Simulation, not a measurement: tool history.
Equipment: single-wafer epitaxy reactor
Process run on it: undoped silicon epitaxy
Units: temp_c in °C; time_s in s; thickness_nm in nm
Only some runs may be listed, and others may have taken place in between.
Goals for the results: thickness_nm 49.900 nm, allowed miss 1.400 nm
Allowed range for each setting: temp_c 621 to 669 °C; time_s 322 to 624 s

Run 1, hour 0.0: temp_c 645 °C, time_s 473 s. Result: thickness_nm 66.947 nm.
Run 2, hour 6.8: temp_c 643 °C, time_s 472 s. Result: thickness_nm 64.295 nm.
Run 3, hour 15.5: temp_c 643 °C, time_s 527 s. Result: thickness_nm 71.539 nm.
Run 4, hour 23.7: temp_c 643 °C, time_s 551 s. Result: thickness_nm 74.573 nm.
Run 5, hour 25.4: temp_c 643 °C, time_s 522 s. Result: thickness_nm 71.166 nm.
Run 6, hour 29.6: temp_c 650 °C, time_s 522 s. Result: thickness_nm 83.322 nm.
Run 7, hour 30.5: temp_c 647 °C, time_s 521 s. Result: thickness_nm 77.414 nm.
Run 8, hour 33.2: temp_c 645 °C, time_s 520 s. Result: thickness_nm 74.122 nm.

Consider the 5 candidate settings below. Which is the only one whose results all fall within their allowed miss of target?
Run A, hour 35.9: temp_c 653 °C, time_s 557 s. Result: thickness_nm ?.
Run B, hour 35.9: temp_c 633 °C, time_s 460 s. Result: thickness_nm ?.
Run C, hour 35.9: temp_c 643 °C, time_s 399 s. Result: thickness_nm ?.
Run D, hour 35.9: temp_c 625 °C, time_s 450 s. Result: thickness_nm ?.
Run E, hour 35.9: temp_c 651 °C, time_s 541 s. Result: thickness_nm ?.

move  thickness_nm
   A        94.244
   B        50.491
   C        54.501
   D        41.324
   E        87.732
A: further off than the last run
B: each result inside its tolerance
C: moves toward the targets from the last run without getting all of them in spec
D: pushes the last run's worst result past its target
E: further off than the last run
Move B is the one to make.

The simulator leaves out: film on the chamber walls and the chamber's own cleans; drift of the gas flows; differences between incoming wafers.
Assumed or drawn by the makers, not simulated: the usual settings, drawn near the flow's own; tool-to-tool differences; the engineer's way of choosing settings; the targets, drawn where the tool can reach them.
